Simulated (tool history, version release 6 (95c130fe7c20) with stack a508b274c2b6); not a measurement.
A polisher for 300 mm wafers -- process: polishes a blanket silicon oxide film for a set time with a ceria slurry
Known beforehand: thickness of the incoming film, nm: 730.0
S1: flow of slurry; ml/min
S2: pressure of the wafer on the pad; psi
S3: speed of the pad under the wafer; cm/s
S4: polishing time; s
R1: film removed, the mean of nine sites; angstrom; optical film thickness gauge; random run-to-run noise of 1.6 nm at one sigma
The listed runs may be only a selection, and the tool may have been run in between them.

| run | hour | S1 | S2 | S3 | S4 | R1 |
|---|---|---|---|---|---|---|
| 1 | 0.0 | 220 | 3.4 | 104 | 20 | 819.99 |
| 2 | 0.6 | 220 | 3.7 | 104 | 20 | 885.17 |
| 3 | 5.3 | 220 | 4.0 | 104 | 20 | 955.85 |
| 4 | 6.4 | 220 | 4.7 | 104 | 20 | 1066.20 |
| 5 | 6.9 | 265 | 4.7 | 104 | 20 | 1087.30 |
| 6 | 12.8 | 265 | 5.1 | 104 | 20 | 1153.20 |
| 7 | 13.8 | 265 | 5.1 | 106 | 20 | 1168.40 |

Run 8 comes next. What will it give?
| 8 | 21.5 | 265 | 5.1 | 108 | 20 | ? |

R1: 1210.50 angstrom
